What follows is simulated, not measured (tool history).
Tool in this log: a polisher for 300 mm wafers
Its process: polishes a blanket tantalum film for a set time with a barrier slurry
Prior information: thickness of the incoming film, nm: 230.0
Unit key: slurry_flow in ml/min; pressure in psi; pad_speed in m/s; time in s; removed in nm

run 1 hour=0.0 | slurry_flow=160 pressure=1.9 pad_speed=1.22 slurry_solids=1.0 time=26 | removed=44.694
run 2 hour=8.3 | slurry_flow=160 pressure=1.7 pad_speed=1.20 slurry_solids=1.0 time=26 | removed=38.581
run 3 hour=9.0 | slurry_flow=160 pressure=1.7 pad_speed=1.42 slurry_solids=1.0 time=26 | removed=44.589
run 4 hour=13.4 | slurry_flow=160 pressure=1.3 pad_speed=1.42 slurry_solids=1.0 time=26 | removed=34.177
run 5 hour=18.0 | slurry_flow=160 pressure=1.2 pad_speed=1.40 slurry_solids=1.0 time=26 | removed=31.246
run 6 hour=26.0 | slurry_flow=160 pressure=1.2 pad_speed=1.40 slurry_solids=1.0 time=26 | removed=31.686
run 7 hour=34.0 | slurry_flow=160 pressure=1.1 pad_speed=1.38 slurry_solids=1.0 time=26 | removed=28.658
run 8 hour=42.2 | slurry_flow=150 pressure=1.0 pad_speed=1.36 slurry_solids=1.0 time=26 | removed=25.567
run 9 hour=47.7 | slurry_flow=145 pressure=1.0 pad_speed=1.36 slurry_solids=1.0 time=26 | removed=25.237

For run 10, what comes out?
run 10 hour=55.3 | slurry_flow=140 pressure=1.0 pad_speed=1.36 slurry_solids=1.0 time=26 | removed=?

removed: 25.084 nm
